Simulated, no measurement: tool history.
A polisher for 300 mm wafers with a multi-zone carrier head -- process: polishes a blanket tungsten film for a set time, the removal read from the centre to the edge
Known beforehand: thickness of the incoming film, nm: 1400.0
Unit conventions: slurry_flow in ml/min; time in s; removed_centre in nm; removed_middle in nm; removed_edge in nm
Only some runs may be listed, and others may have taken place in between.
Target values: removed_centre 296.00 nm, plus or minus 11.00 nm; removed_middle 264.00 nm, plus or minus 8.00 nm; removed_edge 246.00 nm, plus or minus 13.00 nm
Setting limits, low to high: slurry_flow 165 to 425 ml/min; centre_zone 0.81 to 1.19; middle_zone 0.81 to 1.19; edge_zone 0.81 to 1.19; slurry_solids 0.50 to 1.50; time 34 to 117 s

run,hour,slurry_flow,centre_zone,middle_zone,edge_zone,slurry_solids,time,removed_centre,removed_middle,removed_edge
1,0.0,275,1.00,1.00,1.00,1.00,75,370.76,378.12,370.81
2,1.9,275,0.94,1.00,1.00,1.00,75,347.00,371.50,367.96
3,4.7,280,0.97,0.99,0.97,0.90,72,334.41,350.53,339.95
4,11.3,280,1.04,0.99,0.97,0.90,72,353.46,348.86,343.77
5,17.6,285,1.07,0.99,0.94,0.85,70,353.16,333.76,320.33
6,21.5,290,1.07,0.98,0.92,0.80,69,331.29,320.12,316.83
7,22.6,275,1.09,0.99,0.91,0.75,67,317.79,304.96,290.52
8,28.9,260,1.10,0.98,0.89,0.75,67,323.35,300.87,286.49
9,34.7,260,1.10,0.98,0.89,0.75,67,332.23,299.84,288.36
10,41.1,250,1.10,0.98,0.88,0.70,67,322.95,288.01,271.95
11,46.2,240,1.08,0.98,0.87,0.70,67,304.98,290.57,276.19
# hour 53.1: slurry nozzle cleaned
12,53.1,230,1.09,0.98,0.86,0.70,67,322.45,297.45,275.04

Which of these 5 next moves meets every target?
A,60.0,205,1.07,0.86,1.00,0.55,73,?,?,?
B,60.0,165,1.13,0.98,0.84,0.70,63,?,?,?
C,60.0,165,1.19,1.02,0.81,0.70,74,?,?,?
D,60.0,165,1.15,1.18,0.81,0.60,73,?,?,?
E,60.0,335,0.98,0.81,0.91,0.85,64,?,?,?

move,removed_centre,removed_middle,removed_edge
A,308.50,264.38,296.36
B,290.98,264.26,247.41
C,360.15,320.97,285.85
D,326.96,341.35,267.72
E,304.33,269.70,299.22
A: puts the biggest miss on target and leaves a different result outside tolerance
B: all results in spec
C: misses by more than the last run did
D: misses by more than the last run did
E: puts the biggest miss on target and leaves a different result outside tolerance
Go with B: it meets all targets.

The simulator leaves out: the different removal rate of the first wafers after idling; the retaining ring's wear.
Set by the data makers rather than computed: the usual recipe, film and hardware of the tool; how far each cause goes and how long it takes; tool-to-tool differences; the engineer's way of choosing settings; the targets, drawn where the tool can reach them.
